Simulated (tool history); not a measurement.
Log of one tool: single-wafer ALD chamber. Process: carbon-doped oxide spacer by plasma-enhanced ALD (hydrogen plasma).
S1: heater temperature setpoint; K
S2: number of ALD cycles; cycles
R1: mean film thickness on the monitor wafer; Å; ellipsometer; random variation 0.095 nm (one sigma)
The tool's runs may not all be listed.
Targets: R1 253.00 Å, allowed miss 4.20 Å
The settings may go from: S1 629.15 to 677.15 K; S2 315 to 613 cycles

run 1 hour=0.0 | S1=653.15 S2=464 | R1=219.43
run 2 hour=7.2 | S1=653.15 S2=442 | R1=208.63
run 3 hour=12.1 | S1=653.15 S2=457 | R1=214.87
run 4 hour=18.9 | S1=653.15 S2=470 | R1=223.38
run 5 hour=23.6 | S1=653.15 S2=502 | R1=238.44
run 6 hour=26.2 | S1=653.15 S2=557 | R1=262.73
run 7 hour=32.4 | S1=653.15 S2=554 | R1=263.59
run 8 hour=34.7 | S1=653.15 S2=550 | R1=261.07
run 9 hour=39.5 | S1=653.15 S2=547 | R1=259.28

Which of these 5 next moves meets every target?
run A hour=44.3 | S1=664.15 S2=533 | R1=?
run B hour=44.3 | S1=675.15 S2=566 | R1=?
run C hour=44.3 | S1=647.15 S2=564 | R1=?
run D hour=44.3 | S1=647.15 S2=557 | R1=?
run E hour=44.3 | S1=655.15 S2=552 | R1=?

move=A R1=253.65
move=B R1=269.35
move=C R1=268.40
move=D R1=265.07
move=E R1=262.69
A: meets every target
B: further off than the last run
C: further off than the last run
D: further off than the last run
E: further off than the last run
The right move is A.

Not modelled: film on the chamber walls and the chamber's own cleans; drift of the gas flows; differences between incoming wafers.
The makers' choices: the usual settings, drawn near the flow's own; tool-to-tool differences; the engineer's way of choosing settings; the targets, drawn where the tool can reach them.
